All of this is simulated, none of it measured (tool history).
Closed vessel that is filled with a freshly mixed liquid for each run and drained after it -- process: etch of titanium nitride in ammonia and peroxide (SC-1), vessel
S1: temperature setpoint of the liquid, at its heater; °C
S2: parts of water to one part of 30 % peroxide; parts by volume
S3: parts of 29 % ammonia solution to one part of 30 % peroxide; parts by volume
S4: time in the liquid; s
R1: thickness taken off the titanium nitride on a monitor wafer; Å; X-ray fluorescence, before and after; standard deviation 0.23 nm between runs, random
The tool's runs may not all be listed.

{"run": 1, "hour": 0.0, "S1": 56.0, "S2": 28.0, "S3": 0.55, "S4": 795, "R1": 275.94}
{"run": 2, "hour": 1.3, "S1": 58.5, "S2": 28.0, "S3": 0.55, "S4": 795, "R1": 324.87}
{"run": 3, "hour": 10.1, "S1": 58.5, "S2": 28.0, "S3": 0.4, "S4": 795, "R1": 305.88}
{"run": 4, "hour": 11.9, "S1": 60.5, "S2": 27.5, "S3": 0.4, "S4": 795, "R1": 353.68}
{"run": 5, "hour": 12.6, "S1": 60.5, "S2": 27.5, "S3": 0.25, "S4": 795, "R1": 322.35}
{"run": 6, "hour": 16.8, "S1": 60.5, "S2": 27.5, "S3": 0.4, "S4": 795, "R1": 351.89}
{"run": 7, "hour": 24.8, "S1": 62.5, "S2": 27.5, "S3": 0.4, "S4": 795, "R1": 402.21}
{"run": 8, "hour": 26.1, "S1": 64.0, "S2": 27.5, "S3": 0.4, "S4": 795, "R1": 440.82}

Expected results for the next run?
{"run": 9, "hour": 30.3, "S1": 65.0, "S2": 27.0, "S3": 0.4, "S4": 795, "R1": "?"}

R1: 476.76 Å

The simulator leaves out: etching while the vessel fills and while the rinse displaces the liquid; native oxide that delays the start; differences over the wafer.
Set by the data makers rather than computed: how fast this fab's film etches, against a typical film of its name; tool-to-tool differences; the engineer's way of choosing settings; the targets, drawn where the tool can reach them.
